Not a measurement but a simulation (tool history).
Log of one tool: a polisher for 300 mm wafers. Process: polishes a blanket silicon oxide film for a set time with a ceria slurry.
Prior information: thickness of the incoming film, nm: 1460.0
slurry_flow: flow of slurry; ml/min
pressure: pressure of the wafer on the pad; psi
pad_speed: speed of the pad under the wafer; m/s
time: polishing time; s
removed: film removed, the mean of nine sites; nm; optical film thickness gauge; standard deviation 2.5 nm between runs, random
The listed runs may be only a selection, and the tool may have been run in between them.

Run 1, day 0.000: slurry_flow 200 ml/min, pressure 2.6 psi, pad_speed 1.06 m/s, time 74 s. Result: removed 297.35 nm.
Run 2, day 0.358: slurry_flow 200 ml/min, pressure 2.4 psi, pad_speed 1.06 m/s, time 74 s. Result: removed 277.04 nm.
Run 3, day 0.425: slurry_flow 200 ml/min, pressure 2.3 psi, pad_speed 1.06 m/s, time 74 s. Result: removed 262.44 nm.
Run 4, day 0.700: slurry_flow 235 ml/min, pressure 2.3 psi, pad_speed 1.06 m/s, time 74 s. Result: removed 266.14 nm.
Run 5, day 1.000: slurry_flow 235 ml/min, pressure 2.3 psi, pad_speed 1.06 m/s, time 78 s. Result: removed 287.18 nm.
Run 6, day 1.104: slurry_flow 235 ml/min, pressure 2.3 psi, pad_speed 1.06 m/s, time 78 s. Result: removed 282.94 nm.
Run 7, day 1.346: slurry_flow 235 ml/min, pressure 2.2 psi, pad_speed 1.06 m/s, time 78 s. Result: removed 279.18 nm.
Run 8, day 1.617: slurry_flow 235 ml/min, pressure 2.0 psi, pad_speed 1.06 m/s, time 78 s. Result: removed 255.11 nm.

What does the tool deliver on the next run?
Run 9, day 1.808: slurry_flow 235 ml/min, pressure 1.9 psi, pad_speed 1.06 m/s, time 78 s. Result: removed ?.

removed: 256.42 nm

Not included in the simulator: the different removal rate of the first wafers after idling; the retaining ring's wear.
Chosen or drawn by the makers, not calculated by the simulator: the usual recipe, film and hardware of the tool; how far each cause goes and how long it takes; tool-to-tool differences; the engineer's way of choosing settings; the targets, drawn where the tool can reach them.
